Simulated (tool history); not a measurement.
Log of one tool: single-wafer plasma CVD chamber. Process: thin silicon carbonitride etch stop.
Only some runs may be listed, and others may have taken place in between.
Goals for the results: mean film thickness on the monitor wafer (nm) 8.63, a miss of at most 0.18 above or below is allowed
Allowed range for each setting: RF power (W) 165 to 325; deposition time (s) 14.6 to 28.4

run,hour,RF power (W),deposition time (s),mean film thickness on the monitor wafer (nm)
1,0,245,21.5,12.558
2,2.5,275,21.5,13.212
3,7.1,250,19.7,11.714
4,12.6,280,19.7,12.288
5,17.8,255,18.3,10.905
6,25.2,275,18.3,11.339
7,26.8,250,17.5,10.339
8,30.7,230,17.2,9.8197
9,32.8,215,17,9.4056
10,41,205,16.9,9.1102
11,46,200,16.8,8.9322
12,50,180,16.5,8.312
13,53.3,185,16.5,8.4413

Exactly one of the 4 candidate moves below puts every result within its allowed miss. Which one?
A,56.6,195,15.5,?
B,56.6,175,17.4,?
C,56.6,210,15.3,?
D,56.6,175,16.4,?

move,mean film thickness on the monitor wafer (nm)
A,8.1438
B,8.6248
C,8.3441
D,8.1291
A: moves away from the targets compared with the last run
B: all results in spec
C: moves away from the targets compared with the last run
D: moves away from the targets compared with the last run
So the answer is move B, the one that meets all the targets.
